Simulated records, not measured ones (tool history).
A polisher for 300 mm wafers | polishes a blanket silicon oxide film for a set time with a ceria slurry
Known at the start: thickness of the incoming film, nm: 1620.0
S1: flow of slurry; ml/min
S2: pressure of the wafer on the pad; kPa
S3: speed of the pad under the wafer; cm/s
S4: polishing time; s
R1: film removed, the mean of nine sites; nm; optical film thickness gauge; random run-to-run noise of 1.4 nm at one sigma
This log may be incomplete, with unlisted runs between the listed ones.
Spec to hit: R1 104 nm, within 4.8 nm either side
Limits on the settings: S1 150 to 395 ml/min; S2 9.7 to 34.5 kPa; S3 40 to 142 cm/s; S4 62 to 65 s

| run | hour | S1 | S2 | S3 | S4 | R1 |
|---|---|---|---|---|---|---|
| 1 | 0 | 250 | 22.1 | 90 | 62 | 234.64 |
| 2 | 7.2 | 250 | 22.1 | 80 | 62 | 204.31 |
| 3 | 8 | 250 | 16.5 | 80 | 62 | 156.26 |
| 4 | 10.2 | 250 | 13.8 | 80 | 62 | 133.48 |
| 5 | 15.9 | 250 | 13.8 | 80 | 65 | 141.06 |
| 6 | 23.5 | 250 | 13.8 | 80 | 62 | 130.37 |
| 7 | 27.4 | 250 | 13.1 | 80 | 62 | 126.34 |
| 8 | 33.2 | 250 | 12.4 | 80 | 62 | 122.75 |
| 9 | 41.3 | 250 | 11.7 | 80 | 62 | 109.84 |

Of the 5 settings listed for the next run, only one would bring every result within its allowed miss of target. Which one?
| A | 49.4 | 235 | 12.4 | 82 | 62 | ? |
| B | 49.4 | 240 | 11 | 82 | 65 | ? |
| C | 49.4 | 250 | 10.3 | 78 | 65 | ? |
| D | 49.4 | 285 | 13.8 | 74 | 63 | ? |
| E | 49.4 | 245 | 16.5 | 56 | 65 | ? |

| move | R1 |
|---|---|
| A | 121.28 |
| B | 114.06 |
| C | 102.8 |
| D | 126.14 |
| E | 116.74 |
A: moves away from the targets compared with the last run
B: moves away from the targets compared with the last run
C: every result within its allowed miss
D: moves away from the targets compared with the last run
E: moves away from the targets compared with the last run
The right move is C.

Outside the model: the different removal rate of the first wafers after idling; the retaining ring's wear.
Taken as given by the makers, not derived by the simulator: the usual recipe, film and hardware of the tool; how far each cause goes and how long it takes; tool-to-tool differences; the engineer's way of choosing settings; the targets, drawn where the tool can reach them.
